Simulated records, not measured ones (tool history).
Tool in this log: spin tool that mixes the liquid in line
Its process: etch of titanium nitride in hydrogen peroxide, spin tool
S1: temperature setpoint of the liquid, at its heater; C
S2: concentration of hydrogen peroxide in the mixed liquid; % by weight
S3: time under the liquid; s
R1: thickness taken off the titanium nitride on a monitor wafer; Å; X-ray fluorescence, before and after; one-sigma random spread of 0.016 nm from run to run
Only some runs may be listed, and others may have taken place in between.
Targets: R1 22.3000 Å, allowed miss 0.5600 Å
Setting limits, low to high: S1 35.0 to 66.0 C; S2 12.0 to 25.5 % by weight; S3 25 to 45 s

run	hour	S1	S2	S3	R1
1	0.0	51.0	17.5	45	15.8900
2	1.3	51.0	17.5	45	15.9990
3	5.0	51.0	19.5	45	16.1590
4	10.5	44.0	19.5	45	9.6194
5	11.8	48.5	19.5	45	13.7180
6	19.9	50.5	19.5	45	15.7430
7	21.2	52.0	19.5	45	17.6230
8	26.4	56.0	19.5	45	23.5690

Exactly one of the 5 candidate moves below puts every result within its allowed miss. Which one?
A	31.6	57.5	17.5	45	?
B	31.6	56.0	20.0	45	?
C	31.6	56.5	19.0	45	?
D	31.6	61.5	24.0	30	?
E	31.6	56.0	15.5	45	?

move	R1
A	25.4150
B	23.5260
C	24.1070
D	23.9240
E	22.2860
A: moves away from the targets compared with the last run
B: just as far off the targets as the last run
C: moves away from the targets compared with the last run
D: moves away from the targets compared with the last run
E: meets every target
So the answer is move E, the one that meets all the targets.
